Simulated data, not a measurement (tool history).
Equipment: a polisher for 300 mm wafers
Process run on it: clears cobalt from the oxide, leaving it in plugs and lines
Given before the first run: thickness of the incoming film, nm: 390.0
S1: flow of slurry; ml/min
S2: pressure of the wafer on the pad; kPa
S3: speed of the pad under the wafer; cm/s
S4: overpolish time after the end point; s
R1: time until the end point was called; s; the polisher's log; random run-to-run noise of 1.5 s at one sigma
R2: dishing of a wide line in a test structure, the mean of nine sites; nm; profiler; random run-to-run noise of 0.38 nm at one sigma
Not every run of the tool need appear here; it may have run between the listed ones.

Run 1, hour 0.0: S1 240 ml/min, S2 15.2 kPa, S3 126 cm/s, S4 11 s. Result: R1 56.303 s, R2 42.134 nm.
Run 2, hour 3.5: S1 240 ml/min, S2 13.1 kPa, S3 126 cm/s, S4 11 s. Result: R1 64.611 s, R2 37.779 nm.
Run 3, hour 8.2: S1 240 ml/min, S2 12.4 kPa, S3 124 cm/s, S4 10 s. Result: R1 68.021 s, R2 34.478 nm.
Run 4, hour 9.8: S1 240 ml/min, S2 12.4 kPa, S3 142 cm/s, S4 10 s. Result: R1 59.374 s, R2 38.010 nm.
Run 5, hour 14.9: S1 240 ml/min, S2 14.5 kPa, S3 142 cm/s, S4 10 s. Result: R1 52.630 s, R2 42.136 nm.
Run 6, hour 20.7: S1 240 ml/min, S2 14.5 kPa, S3 142 cm/s, S4 5 s. Result: R1 53.327 s, R2 26.767 nm.
Run 7, hour 21.4: S1 240 ml/min, S2 13.1 kPa, S3 138 cm/s, S4 5 s. Result: R1 58.860 s, R2 23.294 nm.
Run 8, hour 25.9: S1 240 ml/min, S2 11.7 kPa, S3 134 cm/s, S4 6 s. Result: R1 68.755 s, R2 24.169 nm.
Run 9, hour 33.5: S1 240 ml/min, S2 11.0 kPa, S3 132 cm/s, S4 6 s. Result: R1 72.785 s, R2 23.506 nm.

For run 10, what comes out?
Run 10, hour 40.9: S1 240 ml/min, S2 10.3 kPa, S3 130 cm/s, S4 6 s. Result: R1 ?, R2 ?.

{"run 10": {"R1": 78.95, "R2": 20.853}}
